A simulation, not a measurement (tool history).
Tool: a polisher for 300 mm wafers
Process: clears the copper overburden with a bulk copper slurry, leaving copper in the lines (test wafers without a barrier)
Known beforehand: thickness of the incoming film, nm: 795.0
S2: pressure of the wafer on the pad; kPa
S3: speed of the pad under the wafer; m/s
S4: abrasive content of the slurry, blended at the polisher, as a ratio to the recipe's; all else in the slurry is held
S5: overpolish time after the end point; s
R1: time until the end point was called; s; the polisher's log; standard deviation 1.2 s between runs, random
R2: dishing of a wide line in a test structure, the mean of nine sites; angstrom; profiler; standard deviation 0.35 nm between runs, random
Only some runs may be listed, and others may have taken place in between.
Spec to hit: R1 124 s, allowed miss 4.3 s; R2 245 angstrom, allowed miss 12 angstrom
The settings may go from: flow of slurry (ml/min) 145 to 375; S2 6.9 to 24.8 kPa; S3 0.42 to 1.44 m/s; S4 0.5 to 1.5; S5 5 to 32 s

run 1 hour=0 | flow_of_slurry_(ml/min)=240 S2=15.9 S3=0.92 S4=1 S5=16 | R1=128.99 R2=611.16
run 2 hour=6.2 | flow_of_slurry_(ml/min)=240 S2=15.9 S3=0.92 S4=1 S5=10 | R1=130.78 R2=428.58
run 3 hour=6.8 | flow_of_slurry_(ml/min)=240 S2=15.2 S3=0.96 S4=1 S5=9 | R1=131.2 R2=380.84
run 4 hour=10.6 | flow_of_slurry_(ml/min)=240 S2=15.2 S3=1.08 S4=1 S5=9 | R1=118.24 R2=416.69
run 5 hour=17.5 | flow_of_slurry_(ml/min)=245 S2=14.5 S3=1.12 S4=1.05 S5=9 | R1=118.49 R2=420.41
run 6 hour=22.5 | flow_of_slurry_(ml/min)=235 S2=13.8 S3=1.16 S4=1 S5=9 | R1=119.35 R2=407.12
run 7 hour=27.1 | flow_of_slurry_(ml/min)=225 S2=13.1 S3=1.18 S4=0.95 S5=9 | R1=127.57 R2=388.01
run 8 hour=32.8 | flow_of_slurry_(ml/min)=240 S2=12.4 S3=1.2 S4=0.9 S5=9 | R1=131.23 R2=383.59
run 9 hour=36.7 | flow_of_slurry_(ml/min)=230 S2=11.7 S3=1.22 S4=0.95 S5=9 | R1=137.24 R2=359.05
run 10 hour=43.4 | flow_of_slurry_(ml/min)=220 S2=11.7 S3=1.24 S4=1 S5=9 | R1=135.1 R2=357.11

4 candidate next runs follow, results not yet known. Just one meets every target within its allowed miss. Identify it.
run A hour=50.1 | flow_of_slurry_(ml/min)=290 S2=9.7 S3=1.42 S4=1.25 S5=13 | R1=? R2=?
run B hour=50.1 | flow_of_slurry_(ml/min)=315 S2=10.3 S3=1.3 S4=0.95 S5=22 | R1=? R2=?
run C hour=50.1 | flow_of_slurry_(ml/min)=300 S2=14.5 S3=1.14 S4=0.55 S5=5 | R1=? R2=?
run D hour=50.1 | flow_of_slurry_(ml/min)=230 S2=12.4 S3=1.22 S4=0.95 S5=13 | R1=? R2=?

move=A R1=135.48 R2=478.33
move=B R1=142.89 R2=656.02
move=C R1=126.67 R2=238.14
move=D R1=131.51 R2=500.68
A: further off than the last run
B: further off than the last run
C: every result lands within tolerance
D: further off than the last run
C is the move that brings every result within its allowed miss.
